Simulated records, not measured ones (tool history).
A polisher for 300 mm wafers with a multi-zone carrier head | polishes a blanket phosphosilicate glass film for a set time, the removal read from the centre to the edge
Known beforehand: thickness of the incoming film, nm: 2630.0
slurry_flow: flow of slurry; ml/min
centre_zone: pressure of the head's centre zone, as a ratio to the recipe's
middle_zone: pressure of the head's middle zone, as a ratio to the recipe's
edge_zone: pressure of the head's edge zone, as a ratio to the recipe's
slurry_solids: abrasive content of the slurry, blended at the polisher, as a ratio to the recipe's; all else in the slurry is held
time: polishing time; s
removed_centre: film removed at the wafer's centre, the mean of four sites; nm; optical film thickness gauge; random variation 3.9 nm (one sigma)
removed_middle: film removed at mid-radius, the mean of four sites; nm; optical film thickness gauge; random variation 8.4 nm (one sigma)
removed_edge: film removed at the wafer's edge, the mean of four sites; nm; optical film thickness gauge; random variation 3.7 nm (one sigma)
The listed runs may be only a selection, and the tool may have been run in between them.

run 1 day=0.000 | slurry_flow=260 centre_zone=1.00 middle_zone=1.00 edge_zone=1.00 slurry_solids=1.00 time=55 | removed_centre=486.83 removed_middle=480.51 removed_edge=467.71
run 2 day=0.079 | slurry_flow=260 centre_zone=1.00 middle_zone=1.00 edge_zone=1.00 slurry_solids=0.90 time=55 | removed_centre=461.24 removed_middle=461.98 removed_edge=451.11
run 3 day=0.325 | slurry_flow=265 centre_zone=0.98 middle_zone=1.02 edge_zone=1.04 slurry_solids=1.00 time=55 | removed_centre=474.81 removed_middle=492.93 removed_edge=479.53
run 4 day=0.575 | slurry_flow=235 centre_zone=0.98 middle_zone=1.02 edge_zone=1.04 slurry_solids=1.00 time=55 | removed_centre=469.59 removed_middle=488.53 removed_edge=476.34
run 5 day=0.838 | slurry_flow=240 centre_zone=0.97 middle_zone=1.04 edge_zone=1.07 slurry_solids=1.10 time=55 | removed_centre=484.20 removed_middle=506.94 removed_edge=499.49
run 6 day=1.154 | slurry_flow=250 centre_zone=0.96 middle_zone=1.07 edge_zone=1.10 slurry_solids=1.15 time=55 | removed_centre=494.54 removed_middle=532.71 removed_edge=515.93
run 7 day=1.421 | slurry_flow=255 centre_zone=0.95 middle_zone=1.08 edge_zone=1.12 slurry_solids=1.20 time=55 | removed_centre=502.21 removed_middle=557.32 removed_edge=536.00

For run 8, what comes out?
run 8 day=1.679 | slurry_flow=270 centre_zone=0.94 middle_zone=1.08 edge_zone=1.14 slurry_solids=1.25 time=55 | removed_centre=? removed_middle=? removed_edge=?

{"run 8": {"removed_centre": 510.82, "removed_middle": 558.4, "removed_edge": 556.57}}
